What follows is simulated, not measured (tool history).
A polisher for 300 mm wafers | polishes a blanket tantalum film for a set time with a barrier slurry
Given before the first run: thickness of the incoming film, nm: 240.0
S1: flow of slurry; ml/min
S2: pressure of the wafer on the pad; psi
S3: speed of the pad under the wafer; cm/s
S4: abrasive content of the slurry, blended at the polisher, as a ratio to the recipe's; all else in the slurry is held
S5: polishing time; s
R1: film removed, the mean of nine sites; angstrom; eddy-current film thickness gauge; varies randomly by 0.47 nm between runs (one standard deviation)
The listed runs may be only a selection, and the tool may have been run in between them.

run,hour,S1,S2,S3,S4,S5,R1
1,0,175,1.3,112,1,49,577.37
2,2.8,175,1.3,112,0.9,49,560.14
3,8.7,145,1.3,112,0.9,49,548.79
4,12.4,145,1.3,126,0.9,49,599.31
5,17.4,155,1.3,126,0.9,49,619
6,25.6,165,1.3,126,0.9,49,620.45
7,29.2,175,1.3,126,0.9,49,625.33

Predict the results of run 8:
8,37.1,180,1.3,126,0.9,49,?

{"run 8": {"R1": 627.87}}

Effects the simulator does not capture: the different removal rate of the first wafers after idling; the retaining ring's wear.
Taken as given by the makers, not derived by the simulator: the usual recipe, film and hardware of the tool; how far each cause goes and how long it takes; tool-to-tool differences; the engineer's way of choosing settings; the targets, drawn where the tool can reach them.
